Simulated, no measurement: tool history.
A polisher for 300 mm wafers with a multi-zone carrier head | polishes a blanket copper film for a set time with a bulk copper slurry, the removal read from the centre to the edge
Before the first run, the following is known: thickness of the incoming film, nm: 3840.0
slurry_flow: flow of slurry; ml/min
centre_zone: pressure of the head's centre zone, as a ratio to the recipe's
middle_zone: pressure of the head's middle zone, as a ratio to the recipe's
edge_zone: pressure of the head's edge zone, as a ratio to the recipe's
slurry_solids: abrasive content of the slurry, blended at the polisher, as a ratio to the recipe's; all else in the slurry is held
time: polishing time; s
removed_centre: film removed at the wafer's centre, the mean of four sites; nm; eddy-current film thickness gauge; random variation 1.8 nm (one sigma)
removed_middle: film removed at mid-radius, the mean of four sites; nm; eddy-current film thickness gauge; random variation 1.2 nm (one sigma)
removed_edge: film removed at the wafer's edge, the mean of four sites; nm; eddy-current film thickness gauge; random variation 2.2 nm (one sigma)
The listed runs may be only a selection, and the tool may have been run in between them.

{"run": 1, "hour": 0.0, "slurry_flow": 280, "centre_zone": 1.0, "middle_zone": 1.0, "edge_zone": 1.0, "slurry_solids": 1.0, "time": 50, "removed_centre": 253.31, "removed_middle": 253.22, "removed_edge": 266.64}
{"run": 2, "hour": 5.0, "slurry_flow": 280, "centre_zone": 1.0, "middle_zone": 0.92, "edge_zone": 1.0, "slurry_solids": 1.0, "time": 50, "removed_centre": 250.93, "removed_middle": 235.9, "removed_edge": 262.94}
{"run": 3, "hour": 10.4, "slurry_flow": 310, "centre_zone": 1.0, "middle_zone": 0.92, "edge_zone": 1.0, "slurry_solids": 1.0, "time": 50, "removed_centre": 257.31, "removed_middle": 238.2, "removed_edge": 269.14}
{"run": 4, "hour": 12.5, "slurry_flow": 305, "centre_zone": 0.99, "middle_zone": 0.91, "edge_zone": 1.0, "slurry_solids": 0.95, "time": 49, "removed_centre": 246.24, "removed_middle": 231.75, "removed_edge": 259.45}
{"hour": 14.4, "done": "worn pad replaced by a new one"}
{"run": 5, "hour": 14.4, "slurry_flow": 305, "centre_zone": 0.99, "middle_zone": 1.0, "edge_zone": 1.0, "slurry_solids": 0.95, "time": 49, "removed_centre": 273.06, "removed_middle": 279.97, "removed_edge": 289.07}
{"run": 6, "hour": 19.2, "slurry_flow": 290, "centre_zone": 0.99, "middle_zone": 0.98, "edge_zone": 1.01, "slurry_solids": 0.95, "time": 49, "removed_centre": 272.67, "removed_middle": 271.7, "removed_edge": 288.36}

Run 7 comes next. What will it give?
{"run": 7, "hour": 22.6, "slurry_flow": 275, "centre_zone": 0.98, "middle_zone": 0.96, "edge_zone": 1.0, "slurry_solids": 0.95, "time": 49, "removed_centre": "?", "removed_middle": "?", "removed_edge": "?"}

Run 7 came out at removed_centre 269.34 nm, removed_middle 267.37 nm, removed_edge 288.84 nm.

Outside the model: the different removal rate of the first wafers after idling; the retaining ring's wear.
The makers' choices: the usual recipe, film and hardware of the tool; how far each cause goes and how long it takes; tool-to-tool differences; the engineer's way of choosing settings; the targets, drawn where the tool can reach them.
